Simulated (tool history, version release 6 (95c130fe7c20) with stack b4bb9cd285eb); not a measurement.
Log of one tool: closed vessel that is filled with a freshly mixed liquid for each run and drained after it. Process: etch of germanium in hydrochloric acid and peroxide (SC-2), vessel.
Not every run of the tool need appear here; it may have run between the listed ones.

| run | hour | temperature setpoint of the liquid (K) | parts of water to one part each of 37 % hydrochloric acid and 30 % peroxide (parts by volume) | time in the liquid (s) | thickness taken off the germanium on a monitor wafer (angstrom) |
|---|---|---|---|---|---|
| 1 | 0.0 | 333.15 | 7.5 | 90 | 3806.7 |
| 2 | 5.6 | 333.15 | 6.5 | 90 | 3906.1 |
| 3 | 11.5 | 332.15 | 6.5 | 90 | 3751.1 |
| 4 | 17.2 | 332.15 | 6.5 | 95 | 3881.8 |
| 5 | 23.9 | 332.15 | 6.5 | 95 | 3961.3 |
| 6 | 29.8 | 332.15 | 6.5 | 90 | 3759.7 |
| 7 | 33.7 | 331.65 | 6.5 | 90 | 3679.9 |

Expected results for the next run?
|  | 36.9 | thermometer replaced |
| 8 | 36.9 | 326.15 | 7.0 | 90 | ? |

Logged for run 8: thickness taken off the germanium on a monitor wafer (angstrom) 2924.7.
